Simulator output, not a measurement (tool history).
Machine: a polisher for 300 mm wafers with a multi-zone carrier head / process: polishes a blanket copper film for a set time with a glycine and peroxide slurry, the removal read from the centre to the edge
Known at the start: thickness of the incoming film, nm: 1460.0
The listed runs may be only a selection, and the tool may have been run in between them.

run	day	flow of slurry (ml/min)	pressure of the head's centre zone	pressure of the head's middle zone	pressure of the head's edge zone	polishing time (s)	film removed at the wafer's centre (Å)	film removed at mid-radius (Å)	film removed at the wafer's edge (Å)
1	0	290	1	1	1	81	3209.1	3341.4	3263.8
2	0.079	285	0.97	0.99	0.98	78	2998.7	3169.8	2996.2
3	0.279	285	0.97	1.07	0.98	78	2973.4	3371.1	3068.1
4	0.575	285	0.97	1.15	0.98	78	3019.8	3568.2	3069.6
5	0.929	285	1	1.15	0.98	78	3032.5	3574.7	3065
6	1.167	275	0.97	1.13	0.99	75	2890.5	3405.5	2944.3
# day 1.367: slurry nozzle cleaned
7	1.367	280	0.94	1.11	1.01	72	2805.7	3309	2970.6
8	1.542	275	0.92	1.09	1.01	69	2639.8	3122.1	2948.3

Expected results for the next run?
9	1.683	270	0.9	1.07	0.99	68	?	?	?

Run 9 yielded film removed at the wafer's centre (Å) 2584.2, film removed at mid-radius (Å) 3015, film removed at the wafer's edge (Å) 2805.3.
